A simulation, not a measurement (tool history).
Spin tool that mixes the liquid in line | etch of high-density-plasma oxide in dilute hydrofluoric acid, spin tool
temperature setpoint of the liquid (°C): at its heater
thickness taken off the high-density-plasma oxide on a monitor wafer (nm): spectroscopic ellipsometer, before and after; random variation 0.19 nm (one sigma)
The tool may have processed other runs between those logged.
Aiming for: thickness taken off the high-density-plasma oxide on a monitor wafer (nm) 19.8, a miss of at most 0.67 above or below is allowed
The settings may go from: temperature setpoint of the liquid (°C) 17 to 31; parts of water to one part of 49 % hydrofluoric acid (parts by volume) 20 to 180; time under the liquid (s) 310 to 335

| run | hour | temperature setpoint of the liquid (°C) | parts of water to one part of 49 % hydrofluoric acid (parts by volume) | time under the liquid (s) | thickness taken off the high-density-plasma oxide on a monitor wafer (nm) |
|---|---|---|---|---|---|
| 1 | 0 | 23 | 100 | 310 | 33.59 |
| 2 | 6.6 | 21.5 | 105 | 310 | 30.154 |
| 3 | 14.2 | 20.5 | 110 | 310 | 27.719 |
| 4 | 19.4 | 20 | 115 | 310 | 25.511 |
| 5 | 25.2 | 20 | 95 | 310 | 31.212 |
| 6 | 27.6 | 17.5 | 95 | 310 | 28.568 |
| 7 | 33.5 | 17.5 | 105 | 310 | 25.514 |
| 8 | 37.1 | 17.5 | 105 | 310 | 25.605 |
| 9 | 45 | 17.5 | 110 | 310 | 24.619 |
| 10 | 50 | 17.5 | 115 | 310 | 23.363 |
| 11 | 55.3 | 17.5 | 120 | 310 | 22.24 |
| 12 | 56.6 | 17 | 125 | 310 | 20.857 |

Which one of the following 4 next-run settings gets every result inside its allowed miss? There is exactly one.
| A | 57.9 | 20 | 150 | 325 | ? |
| B | 57.9 | 19 | 135 | 320 | ? |
| C | 57.9 | 20.5 | 135 | 310 | ? |
| D | 57.9 | 20 | 130 | 310 | ? |

| move | thickness taken off the high-density-plasma oxide on a monitor wafer (nm) |
|---|---|
| A | 19.954 |
| B | 21.299 |
| C | 21.918 |
| D | 22.429 |
A: every result within its allowed miss
B: lands further from the targets than the last run did
C: lands further from the targets than the last run did
D: lands further from the targets than the last run did
A meets every target.
